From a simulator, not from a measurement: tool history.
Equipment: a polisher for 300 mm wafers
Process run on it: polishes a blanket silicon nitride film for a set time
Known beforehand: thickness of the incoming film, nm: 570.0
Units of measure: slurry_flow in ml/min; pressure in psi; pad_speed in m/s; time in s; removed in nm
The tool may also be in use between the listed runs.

run	hour	slurry_flow	pressure	pad_speed	time	removed
1	0.0	190	2.3	1.04	48	46.652
2	2.9	190	2.6	1.04	48	52.701
3	6.4	190	2.5	1.04	48	51.148
4	13.3	145	2.5	1.04	48	48.538
5	20.4	145	2.5	1.24	48	55.368
6	23.4	145	2.4	1.24	48	53.151

Run 7, settings as shown, results not yet in. Your forecast:
7	31.4	140	1.8	1.22	48	?

removed: 41.030 nm

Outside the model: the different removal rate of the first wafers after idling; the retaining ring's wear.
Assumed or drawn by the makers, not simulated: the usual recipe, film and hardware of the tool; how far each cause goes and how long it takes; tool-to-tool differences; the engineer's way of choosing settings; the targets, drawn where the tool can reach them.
